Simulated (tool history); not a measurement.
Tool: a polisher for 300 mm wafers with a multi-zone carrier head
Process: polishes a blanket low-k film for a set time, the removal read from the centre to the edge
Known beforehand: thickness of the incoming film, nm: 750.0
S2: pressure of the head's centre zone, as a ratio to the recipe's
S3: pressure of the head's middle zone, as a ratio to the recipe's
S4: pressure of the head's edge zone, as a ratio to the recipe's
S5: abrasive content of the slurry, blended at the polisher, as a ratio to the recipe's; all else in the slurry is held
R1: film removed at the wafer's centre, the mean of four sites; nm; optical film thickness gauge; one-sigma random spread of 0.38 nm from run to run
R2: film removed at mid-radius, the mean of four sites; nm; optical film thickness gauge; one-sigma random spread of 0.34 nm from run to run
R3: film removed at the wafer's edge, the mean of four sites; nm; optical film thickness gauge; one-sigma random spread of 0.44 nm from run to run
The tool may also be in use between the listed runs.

Run 1, hour 0: flow of slurry (ml/min) 180, S2 1, S3 1, S4 1, S5 1, polishing time (s) 69. Result: R1 21.499 nm, R2 22.368 nm, R3 23.11 nm.
Run 2, hour 4: flow of slurry (ml/min) 190, S2 1, S3 1.04, S4 1.04, S5 1.15, polishing time (s) 73. Result: R1 25.029 nm, R2 26.476 nm, R3 27.252 nm.
Run 3, hour 12.1: flow of slurry (ml/min) 205, S2 1, S3 1.08, S4 1.07, S5 1.25, polishing time (s) 75. Result: R1 26.058 nm, R2 29.103 nm, R3 28.378 nm.
Run 4, hour 20.5: flow of slurry (ml/min) 205, S2 1, S3 1.08, S4 0.99, S5 1.25, polishing time (s) 75. Result: R1 26.701 nm, R2 28.936 nm, R3 27.755 nm.
Run 5, hour 26.8: flow of slurry (ml/min) 205, S2 1, S3 1.03, S4 0.99, S5 1.25, polishing time (s) 75. Result: R1 25.917 nm, R2 27.828 nm, R3 27.738 nm.
Run 6, hour 31.7: flow of slurry (ml/min) 200, S2 1, S3 1.05, S4 1.02, S5 1.35, polishing time (s) 79. Result: R1 28.69 nm, R2 30.595 nm, R3 30.147 nm.
Run 7, hour 38.9: flow of slurry (ml/min) 200, S2 1, S3 1.05, S4 1.02, S5 1.35, polishing time (s) 79. Result: R1 28.202 nm, R2 30.369 nm, R3 30.46 nm.
Run 8, hour 43.3: flow of slurry (ml/min) 240, S2 1.01, S3 1.15, S4 1.12, S5 1.5, polishing time (s) 84. Result: R1 32.54 nm, R2 37.535 nm, R3 35.361 nm.

Run 9 has not been measured yet. What should we expect?
Run 9, hour 50.4: flow of slurry (ml/min) 240, S2 1.01, S3 1.15, S4 1.13, S5 1.5, polishing time (s) 85. Result: R1 ?, R2 ?, R3 ?.

{"run 9": {"R1": 33.186, "R2": 37.573, "R3": 35.352}}
